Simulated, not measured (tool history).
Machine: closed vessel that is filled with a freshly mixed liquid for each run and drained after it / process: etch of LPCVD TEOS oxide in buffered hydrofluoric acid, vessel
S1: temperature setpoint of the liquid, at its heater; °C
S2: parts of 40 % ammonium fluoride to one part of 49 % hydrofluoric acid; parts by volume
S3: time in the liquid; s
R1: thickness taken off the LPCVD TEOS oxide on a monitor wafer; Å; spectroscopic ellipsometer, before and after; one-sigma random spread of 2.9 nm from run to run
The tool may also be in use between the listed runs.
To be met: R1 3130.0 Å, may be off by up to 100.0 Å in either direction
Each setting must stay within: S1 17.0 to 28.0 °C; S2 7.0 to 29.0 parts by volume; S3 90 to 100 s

{"run": 1, "hour": 0.0, "S1": 20.0, "S2": 18.0, "S3": 90, "R1": 1830.1}
{"run": 2, "hour": 7.6, "S1": 20.0, "S2": 18.0, "S3": 100, "R1": 2032.0}
{"run": 3, "hour": 16.1, "S1": 21.5, "S2": 18.0, "S3": 100, "R1": 2193.5}
{"run": 4, "hour": 17.4, "S1": 21.5, "S2": 18.0, "S3": 100, "R1": 2222.4}
{"run": 5, "hour": 23.8, "S1": 23.0, "S2": 18.0, "S3": 100, "R1": 2410.0}
{"run": 6, "hour": 31.1, "S1": 23.0, "S2": 20.0, "S3": 100, "R1": 2178.3}
{"run": 7, "hour": 34.9, "S1": 24.0, "S2": 19.5, "S3": 100, "R1": 2357.0}
{"run": 8, "hour": 42.5, "S1": 25.0, "S2": 19.0, "S3": 100, "R1": 2559.6}

Consider the 5 candidate settings below. Which is the only one whose results all fall within their allowed miss of target?
{"run": "A", "hour": 50.1, "S1": 25.0, "S2": 26.5, "S3": 95, "R1": "?"}
{"run": "B", "hour": 50.1, "S1": 24.0, "S2": 21.0, "S3": 90, "R1": "?"}
{"run": "C", "hour": 50.1, "S1": 25.0, "S2": 19.0, "S3": 95, "R1": "?"}
{"run": "D", "hour": 50.1, "S1": 28.0, "S2": 17.0, "S3": 95, "R1": "?"}
{"run": "E", "hour": 50.1, "S1": 19.5, "S2": 16.0, "S3": 95, "R1": "?"}

move=A R1=1907.3
move=B R1=2007.6
move=C R1=2434.4
move=D R1=3192.2
move=E R1=2127.5
A: misses by more than the last run did
B: misses by more than the last run did
C: misses by more than the last run did
D: each result inside its tolerance
E: misses by more than the last run did
D is the move that brings every result within its allowed miss.
